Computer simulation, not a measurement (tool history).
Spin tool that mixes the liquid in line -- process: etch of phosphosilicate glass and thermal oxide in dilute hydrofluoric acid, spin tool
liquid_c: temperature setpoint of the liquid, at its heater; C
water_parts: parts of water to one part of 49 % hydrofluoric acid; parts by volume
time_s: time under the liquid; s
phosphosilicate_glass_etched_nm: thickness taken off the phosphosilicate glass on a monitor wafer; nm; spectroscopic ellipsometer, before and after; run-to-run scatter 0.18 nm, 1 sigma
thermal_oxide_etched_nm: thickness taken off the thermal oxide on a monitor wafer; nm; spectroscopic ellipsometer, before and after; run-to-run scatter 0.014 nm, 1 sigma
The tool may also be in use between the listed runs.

run  hour  liquid_c  water_parts  time_s  phosphosilicate_glass_etched_nm  thermal_oxide_etched_nm
  1   0.0      25.0          125      30                           49.671                  0.99723
  2   5.2      23.5          135      30                           43.772                  0.88533
  3   8.6      21.0          135      30                           39.407                  0.83785
  4  17.2      21.0          110      30                           50.990                  0.99987
  5  22.7      21.0          110      40                           66.419                  1.35390
  6  24.0      21.0           75      40                          103.630                  2.18490
  7  27.1      21.0           75      40                          102.040                  2.11570
  8  29.3      20.5          100      40                           73.158                  1.58090
  9  38.1      20.5          120      40                           58.832                  1.21120
 10  42.9      20.0          135      40                           51.041                  1.03970

Run 11 comes next. What will it give?
 11  48.5      17.0          185      40                                ?                        ?

phosphosilicate_glass_etched_nm: 31.197 nm
thermal_oxide_etched_nm: 0.63509 nm
